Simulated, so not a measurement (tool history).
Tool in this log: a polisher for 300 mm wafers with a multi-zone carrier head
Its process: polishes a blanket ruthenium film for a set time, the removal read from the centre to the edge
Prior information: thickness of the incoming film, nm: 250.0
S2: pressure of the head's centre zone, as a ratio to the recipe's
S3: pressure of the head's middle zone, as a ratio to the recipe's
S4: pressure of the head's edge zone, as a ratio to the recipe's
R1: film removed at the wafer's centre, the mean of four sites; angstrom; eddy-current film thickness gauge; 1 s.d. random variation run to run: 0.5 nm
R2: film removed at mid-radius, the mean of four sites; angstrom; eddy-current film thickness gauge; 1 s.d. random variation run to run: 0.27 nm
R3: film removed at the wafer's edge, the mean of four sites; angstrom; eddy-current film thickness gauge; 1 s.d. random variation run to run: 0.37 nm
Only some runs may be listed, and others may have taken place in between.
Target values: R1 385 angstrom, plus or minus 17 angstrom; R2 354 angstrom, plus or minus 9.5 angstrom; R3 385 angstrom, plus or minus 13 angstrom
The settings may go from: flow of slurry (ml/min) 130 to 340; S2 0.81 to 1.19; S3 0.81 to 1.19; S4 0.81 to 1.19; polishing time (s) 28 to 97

{"run": 1, "hour": 0.0, "flow of slurry (ml/min)": 220, "S2": 1, "S3": 1, "S4": 1, "polishing time (s)": 62, "R1": 728.04, "R2": 658.6, "R3": 644.9}
{"run": 2, "hour": 3.1, "flow of slurry (ml/min)": 210, "S2": 0.97, "S3": 0.97, "S4": 0.98, "polishing time (s)": 57, "R1": 642.51, "R2": 583.34, "R3": 583.17}
{"run": 3, "hour": 6.7, "flow of slurry (ml/min)": 210, "S2": 0.97, "S3": 0.97, "S4": 0.98, "polishing time (s)": 50, "R1": 555.61, "R2": 508.11, "R3": 517.74}
{"run": 4, "hour": 9.3, "flow of slurry (ml/min)": 170, "S2": 0.97, "S3": 0.97, "S4": 0.98, "polishing time (s)": 50, "R1": 547.25, "R2": 483.67, "R3": 494.8}
{"run": 5, "hour": 15.3, "flow of slurry (ml/min)": 165, "S2": 0.95, "S3": 0.95, "S4": 0.96, "polishing time (s)": 48, "R1": 505.29, "R2": 462.38, "R3": 467.25}
{"run": 6, "hour": 22.2, "flow of slurry (ml/min)": 165, "S2": 0.87, "S3": 0.95, "S4": 0.96, "polishing time (s)": 48, "R1": 461.96, "R2": 459.57, "R3": 474.69}
{"run": 7, "hour": 30.7, "flow of slurry (ml/min)": 160, "S2": 0.87, "S3": 0.93, "S4": 0.95, "polishing time (s)": 47, "R1": 440.69, "R2": 440.04, "R3": 460.23}
{"run": 8, "hour": 31.5, "flow of slurry (ml/min)": 155, "S2": 0.88, "S3": 0.91, "S4": 0.94, "polishing time (s)": 46, "R1": 443.7, "R2": 420.03, "R3": 451.46}
{"run": 9, "hour": 36.4, "flow of slurry (ml/min)": 150, "S2": 0.88, "S3": 0.9, "S4": 0.92, "polishing time (s)": 45, "R1": 430.19, "R2": 409.64, "R3": 433.25}
{"run": 10, "hour": 45.3, "flow of slurry (ml/min)": 145, "S2": 0.88, "S3": 0.89, "S4": 0.91, "polishing time (s)": 44, "R1": 410.78, "R2": 393.23, "R3": 413.61}
{"run": 11, "hour": 47.8, "flow of slurry (ml/min)": 145, "S2": 0.88, "S3": 0.88, "S4": 0.9, "polishing time (s)": 44, "R1": 409.53, "R2": 391.94, "R3": 413.69}
{"run": 12, "hour": 54.8, "flow of slurry (ml/min)": 140, "S2": 0.88, "S3": 0.82, "S4": 0.86, "polishing time (s)": 40, "R1": 375.33, "R2": 342.52, "R3": 363.26}

Which one of the following 5 next-run settings gets every result inside its allowed miss? There is exactly one.
{"run": "A", "hour": 61.8, "flow of slurry (ml/min)": 130, "S2": 0.88, "S3": 0.84, "S4": 0.87, "polishing time (s)": 42, "R1": "?", "R2": "?", "R3": "?"}
{"run": "B", "hour": 61.8, "flow of slurry (ml/min)": 145, "S2": 0.94, "S3": 0.87, "S4": 0.83, "polishing time (s)": 40, "R1": "?", "R2": "?", "R3": "?"}
{"run": "C", "hour": 61.8, "flow of slurry (ml/min)": 140, "S2": 0.88, "S3": 0.82, "S4": 0.97, "polishing time (s)": 39, "R1": "?", "R2": "?", "R3": "?"}
{"run": "D", "hour": 61.8, "flow of slurry (ml/min)": 160, "S2": 0.86, "S3": 0.85, "S4": 0.83, "polishing time (s)": 38, "R1": "?", "R2": "?", "R3": "?"}
{"run": "E", "hour": 61.8, "flow of slurry (ml/min)": 170, "S2": 0.9, "S3": 0.87, "S4": 0.81, "polishing time (s)": 38, "R1": "?", "R2": "?", "R3": "?"}

move=A R1=381.09 R2=354.52 R3=382.52
move=B R1=400.39 R2=355.31 R3=363.88
move=C R1=361.81 R2=330.52 R3=378.81
move=D R1=356.89 R2=340.16 R3=351.4
move=E R1=378.79 R2=349.66 R3=350.78
A: all results land within tolerance of their targets
B: roughly where the last run was
C: gets the furthest-off result to its target, but another result is out of tolerance
D: its largest miss is bigger than the last run's
E: its largest miss is bigger than the last run's
Correct choice: A, which meets every target

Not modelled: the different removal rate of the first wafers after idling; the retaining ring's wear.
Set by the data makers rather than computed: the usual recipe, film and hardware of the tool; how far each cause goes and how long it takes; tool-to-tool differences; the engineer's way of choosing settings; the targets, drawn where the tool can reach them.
